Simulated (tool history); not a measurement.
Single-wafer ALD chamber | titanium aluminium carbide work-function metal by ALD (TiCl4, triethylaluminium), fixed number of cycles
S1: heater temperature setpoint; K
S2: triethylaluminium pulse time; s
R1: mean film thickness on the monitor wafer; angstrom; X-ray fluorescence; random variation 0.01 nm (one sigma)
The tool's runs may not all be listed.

Run 1, hour 0: S1 573.15 K, S2 8.17 s. Result: R1 18.92 angstrom.
Run 2, hour 7.1: S1 573.15 K, S2 9.92 s. Result: R1 19.678 angstrom.
Run 3, hour 9.6: S1 570.15 K, S2 9.52 s. Result: R1 19.246 angstrom.
Run 4, hour 11.4: S1 568.15 K, S2 9.2 s. Result: R1 18.897 angstrom.
Run 5, hour 19.1: S1 568.15 K, S2 9.99 s. Result: R1 19.338 angstrom.
Run 6, hour 24.7: S1 568.15 K, S2 7.83 s. Result: R1 18.45 angstrom.
Run 7, hour 27.3: S1 566.15 K, S2 7.63 s. Result: R1 18.143 angstrom.

The next listed run, before its measurement:
Run 8, hour 32.8: S1 565.15 K, S2 7.5 s. Result: R1 ?.

R1: 18.097 angstrom
